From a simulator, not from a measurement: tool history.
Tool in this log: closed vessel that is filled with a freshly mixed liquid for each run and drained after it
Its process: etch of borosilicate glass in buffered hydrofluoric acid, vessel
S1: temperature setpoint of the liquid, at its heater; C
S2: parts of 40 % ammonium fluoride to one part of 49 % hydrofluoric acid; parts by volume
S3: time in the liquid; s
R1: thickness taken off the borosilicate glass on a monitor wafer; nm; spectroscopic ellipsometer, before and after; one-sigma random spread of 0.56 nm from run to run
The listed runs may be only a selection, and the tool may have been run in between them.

run,hour,S1,S2,S3,R1
1,0.0,20.0,10.5,90,95.876
2,7.1,20.0,12.0,90,85.492
3,13.3,19.5,12.5,90,80.185
4,16.2,19.5,11.0,90,89.096
5,22.1,22.5,11.0,90,107.250
6,26.4,22.0,11.5,90,100.390
7,30.9,21.5,12.0,90,92.150
# hour 37.4: hydrofluoric acid flow meter replaced
8,37.4,21.0,12.0,90,82.364
9,39.4,20.5,12.0,90,81.450

What does the tool deliver on the next run?
10,44.0,20.0,12.0,90,?

R1: 79.022 nm
